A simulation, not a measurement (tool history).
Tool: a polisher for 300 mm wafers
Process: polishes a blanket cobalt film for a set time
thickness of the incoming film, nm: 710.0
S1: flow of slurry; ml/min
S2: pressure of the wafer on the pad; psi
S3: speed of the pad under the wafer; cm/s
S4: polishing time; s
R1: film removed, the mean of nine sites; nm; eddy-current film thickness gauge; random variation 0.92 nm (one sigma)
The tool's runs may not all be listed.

Run 1, hour 0.0: S1 230 ml/min, S2 1.3 psi, S3 122 cm/s, S4 28 s. Result: R1 133.91 nm.
Run 2, hour 7.7: S1 225 ml/min, S2 1.0 psi, S3 122 cm/s, S4 28 s. Result: R1 103.15 nm.
Run 3, hour 9.0: S1 225 ml/min, S2 1.0 psi, S3 144 cm/s, S4 28 s. Result: R1 122.42 nm.
Run 4, hour 10.2: S1 220 ml/min, S2 0.8 psi, S3 144 cm/s, S4 28 s. Result: R1 98.64 nm.
Run 5, hour 18.2: S1 220 ml/min, S2 1.0 psi, S3 144 cm/s, S4 28 s. Result: R1 119.51 nm.
Run 6, hour 23.0: S1 220 ml/min, S2 1.0 psi, S3 144 cm/s, S4 28 s. Result: R1 120.81 nm.
Run 7, hour 25.3: S1 215 ml/min, S2 0.8 psi, S3 144 cm/s, S4 28 s. Result: R1 99.25 nm.

Run 8 comes next. What will it give?
Run 8, hour 30.6: S1 205 ml/min, S2 0.8 psi, S3 144 cm/s, S4 28 s. Result: R1 ?.

{"run 8": {"R1": 100.54}}
